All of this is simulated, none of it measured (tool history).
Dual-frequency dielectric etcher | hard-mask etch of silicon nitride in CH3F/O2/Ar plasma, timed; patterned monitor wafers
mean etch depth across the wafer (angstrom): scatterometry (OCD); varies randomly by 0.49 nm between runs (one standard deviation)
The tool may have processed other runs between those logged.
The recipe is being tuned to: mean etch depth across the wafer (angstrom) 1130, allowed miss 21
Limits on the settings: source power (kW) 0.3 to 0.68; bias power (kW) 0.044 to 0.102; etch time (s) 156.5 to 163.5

| run | hour | source power (kW) | bias power (kW) | etch time (s) | mean etch depth across the wafer (angstrom) |
|---|---|---|---|---|---|
| 1 | 0 | 0.49 | 0.073 | 156.5 | 1246.3 |
| 2 | 6 | 0.53 | 0.073 | 156.5 | 1293.8 |
| 3 | 12.9 | 0.51 | 0.072 | 156.5 | 1250.6 |
| 4 | 17.7 | 0.49 | 0.072 | 156.5 | 1248.3 |
| 5 | 20.2 | 0.49 | 0.072 | 156.5 | 1241.3 |
| 6 | 20.8 | 0.47 | 0.072 | 156.5 | 1217.4 |
| 7 | 25.3 | 0.46 | 0.072 | 156.5 | 1204.5 |
| 8 | 33 | 0.45 | 0.072 | 156.5 | 1199.1 |
| 9 | 34.7 | 0.44 | 0.072 | 156.5 | 1180.8 |
| 10 | 38.5 | 0.43 | 0.072 | 156.5 | 1169.2 |
| 11 | 44.9 | 0.42 | 0.072 | 156.5 | 1162.8 |

Next run, 4 choices. One meets every target within its allowed miss, the rest don't. Which?
| A | 51.3 | 0.43 | 0.074 | 158.5 | ? |
| B | 51.3 | 0.38 | 0.067 | 156.5 | ? |
| C | 51.3 | 0.41 | 0.064 | 161 | ? |
| D | 51.3 | 0.31 | 0.087 | 163.5 | ? |

| move | mean etch depth across the wafer (angstrom) |
|---|---|
| A | 1203.6 |
| B | 1080.6 |
| C | 1124.5 |
| D | 1165.7 |
A: further off than the last run
B: takes the biggest miss from the last run beyond its target
C: in spec on every target
D: further off than the last run
So the answer is move C, the one that meets all the targets.

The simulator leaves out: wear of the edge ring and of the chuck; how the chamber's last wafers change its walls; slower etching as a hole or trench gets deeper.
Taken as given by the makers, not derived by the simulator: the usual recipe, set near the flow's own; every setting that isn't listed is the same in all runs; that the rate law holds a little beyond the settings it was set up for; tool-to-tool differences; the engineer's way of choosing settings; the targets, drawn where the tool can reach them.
